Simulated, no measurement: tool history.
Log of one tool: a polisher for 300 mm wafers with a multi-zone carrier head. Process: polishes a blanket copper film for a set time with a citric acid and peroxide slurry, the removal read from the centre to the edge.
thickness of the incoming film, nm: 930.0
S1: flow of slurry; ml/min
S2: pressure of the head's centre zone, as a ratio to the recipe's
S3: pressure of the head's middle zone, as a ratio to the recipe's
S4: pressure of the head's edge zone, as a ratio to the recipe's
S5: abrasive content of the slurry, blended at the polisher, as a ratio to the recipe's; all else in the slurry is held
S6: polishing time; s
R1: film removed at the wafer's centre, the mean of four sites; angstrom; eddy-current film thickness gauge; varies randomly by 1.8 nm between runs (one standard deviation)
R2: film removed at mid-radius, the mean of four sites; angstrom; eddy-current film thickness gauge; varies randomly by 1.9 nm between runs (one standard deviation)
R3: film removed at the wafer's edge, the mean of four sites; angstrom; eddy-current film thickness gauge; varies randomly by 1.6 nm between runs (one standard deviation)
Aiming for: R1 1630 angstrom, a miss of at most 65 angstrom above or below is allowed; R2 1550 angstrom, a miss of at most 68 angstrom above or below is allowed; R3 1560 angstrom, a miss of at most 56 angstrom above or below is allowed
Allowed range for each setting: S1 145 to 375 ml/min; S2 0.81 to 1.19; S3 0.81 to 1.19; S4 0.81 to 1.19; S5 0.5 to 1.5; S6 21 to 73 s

run	hour	S1	S2	S3	S4	S5	S6	R1	R2	R3
1	0	240	1	1	1	1	47	1122.1	1083.4	1140.5
2	7	240	1	1	1.09	1	47	1095.7	1091.6	1164
3	14.3	240	1.01	1.01	1.09	1.05	48	1167.8	1157.9	1205.8
4	19	240	1.01	1.01	1.02	1.05	48	1166.3	1134.2	1154.8
5	22.6	240	1.01	1.01	0.95	1.05	48	1157.8	1165.7	1130.5
6	24.2	240	1.06	1.01	0.95	1.05	48	1201.4	1137.9	1151
7	32.3	240	1.06	1.01	0.97	1.1	49	1256.8	1179.8	1172.1
8	34.1	240	1.05	1.01	0.98	1.15	50	1268.5	1196.9	1228.4
9	38.2	240	1.06	1.02	0.99	1.2	51	1309.4	1266.8	1264.8
10	44.9	240	1.07	1.02	1	1.25	52	1373.7	1268.8	1304.9

Exercise: of the 5 proposed moves below, exactly one satisfies all targets within the stated allowed misses. Which move is it?
A	51.6	260	0.94	0.95	1.12	1.15	70	?	?	?
B	51.6	170	1.15	1.14	1.11	1.1	64	?	?	?
C	51.6	195	1.13	0.88	1.1	1.25	64	?	?	?
D	51.6	240	0.99	1.17	0.98	1.25	60	?	?	?
E	51.6	220	0.96	0.85	1.07	1.5	60	?	?	?

move	R1	R2	R3
A	1628.9	1662.7	1809.6
B	1618.2	1545.4	1552.5
C	1690.6	1436.4	1630.2
D	1471.9	1603.5	1501.6
E	1480.9	1414	1607.1
A: takes the result that was furthest off past its target
B: every result within its allowed miss
C: takes the result that was furthest off past its target
D: nearer the targets than the last run, but a result is still out of spec
E: corrects the largest miss of the last run, while another result sits out of spec
Move B is the one to make.
